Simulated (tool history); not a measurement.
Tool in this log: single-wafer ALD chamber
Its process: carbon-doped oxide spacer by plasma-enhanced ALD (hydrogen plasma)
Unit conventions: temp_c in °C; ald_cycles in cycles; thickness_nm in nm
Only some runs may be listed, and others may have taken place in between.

Run 1, hour 0: temp_c 410 °C, ald_cycles 591 cycles. Result: thickness_nm 32.466 nm.
Run 2, hour 7.5: temp_c 407 °C, ald_cycles 619 cycles. Result: thickness_nm 34.373 nm.
Run 3, hour 16.2: temp_c 407 °C, ald_cycles 549 cycles. Result: thickness_nm 30.555 nm.
Run 4, hour 20.2: temp_c 407 °C, ald_cycles 501 cycles. Result: thickness_nm 27.952 nm.
Run 5, hour 22.3: temp_c 404 °C, ald_cycles 550 cycles. Result: thickness_nm 30.765 nm.
Run 6, hour 26.4: temp_c 398 °C, ald_cycles 550 cycles. Result: thickness_nm 31.384 nm.
Run 7, hour 35.4: temp_c 396 °C, ald_cycles 584 cycles. Result: thickness_nm 33.534 nm.

Run 8 comes next. What will it give?
Run 8, hour 41.9: temp_c 394 °C, ald_cycles 608 cycles. Result: thickness_nm ?.

Run 8 yielded thickness_nm 34.427 nm.
